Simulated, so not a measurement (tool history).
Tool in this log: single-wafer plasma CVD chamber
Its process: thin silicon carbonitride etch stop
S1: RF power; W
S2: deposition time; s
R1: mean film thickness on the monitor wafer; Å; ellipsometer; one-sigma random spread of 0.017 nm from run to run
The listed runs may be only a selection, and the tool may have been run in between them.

run,hour,S1,S2,R1
1,0,155,9.92,50.676
2,4.4,150,9.8,49.935
3,11.8,165,9.8,51.12
4,16.8,160,9.67,50.249
5,24,150,9.67,48.835
6,26.1,145,9.61,48.111
7,32.3,125,8.87,42.819

Run 8, settings as shown, results not yet in. Your forecast:
8,41.1,125,8.88,?

{"run 8": {"R1": 42.464}}

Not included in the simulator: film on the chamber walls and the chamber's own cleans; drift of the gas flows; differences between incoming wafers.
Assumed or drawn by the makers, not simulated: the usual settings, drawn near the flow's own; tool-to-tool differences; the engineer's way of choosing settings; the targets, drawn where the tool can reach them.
